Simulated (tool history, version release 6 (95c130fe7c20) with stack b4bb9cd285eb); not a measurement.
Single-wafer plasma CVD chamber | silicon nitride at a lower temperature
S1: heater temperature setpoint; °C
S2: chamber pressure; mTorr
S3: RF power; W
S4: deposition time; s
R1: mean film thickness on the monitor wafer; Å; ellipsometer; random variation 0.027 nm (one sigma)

| run | hour | S1 | S2 | S3 | S4 | R1 |
|---|---|---|---|---|---|---|
| 1 | 0.0 | 335 | 1900 | 345 | 11.4 | 145.13 |
| 2 | 7.3 | 335 | 1700 | 340 | 11.4 | 140.10 |
| 3 | 10.2 | 325 | 1700 | 340 | 11.4 | 140.10 |
| 4 | 12.7 | 325 | 1560 | 335 | 11.4 | 137.07 |
| 5 | 13.2 | 325 | 1560 | 285 | 11.4 | 126.03 |
| 6 | 16.5 | 325 | 1560 | 285 | 10.9 | 120.27 |

The next listed run, before its measurement:
| 7 | 24.5 | 325 | 1710 | 290 | 10.9 | ? |

R1: 123.96 Å

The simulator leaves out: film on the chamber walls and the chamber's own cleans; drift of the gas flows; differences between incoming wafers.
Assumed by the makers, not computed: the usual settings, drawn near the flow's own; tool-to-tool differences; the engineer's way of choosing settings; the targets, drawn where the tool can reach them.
